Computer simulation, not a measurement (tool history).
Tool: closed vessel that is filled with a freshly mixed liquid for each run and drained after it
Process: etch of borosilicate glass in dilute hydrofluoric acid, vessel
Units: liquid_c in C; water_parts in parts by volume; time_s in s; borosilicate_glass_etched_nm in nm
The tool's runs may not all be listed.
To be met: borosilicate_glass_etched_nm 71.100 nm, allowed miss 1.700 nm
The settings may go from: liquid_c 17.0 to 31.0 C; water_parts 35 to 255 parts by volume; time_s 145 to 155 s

run,hour,liquid_c,water_parts,time_s,borosilicate_glass_etched_nm
1,0.0,23.0,145,145,39.994
2,4.5,23.0,100,145,60.691
3,7.8,23.0,125,145,46.891
4,9.9,23.0,125,155,50.753
5,16.3,23.0,125,155,49.886
6,18.9,25.0,125,155,54.574
7,26.2,26.5,120,155,59.776
8,32.7,27.5,120,155,62.344
9,35.3,28.5,120,155,64.753

Which of these 4 next moves meets every target?
A,37.9,27.5,115,145,?
B,37.9,28.5,115,155,?
C,37.9,31.0,120,155,?
D,37.9,27.5,110,150,?

move,borosilicate_glass_etched_nm
A,61.473
B,68.239
C,71.248
D,66.919
A: further off than the last run
B: nearer than the last run, and not there yet
C: meets every target
D: nearer than the last run, and not there yet
Answer: C
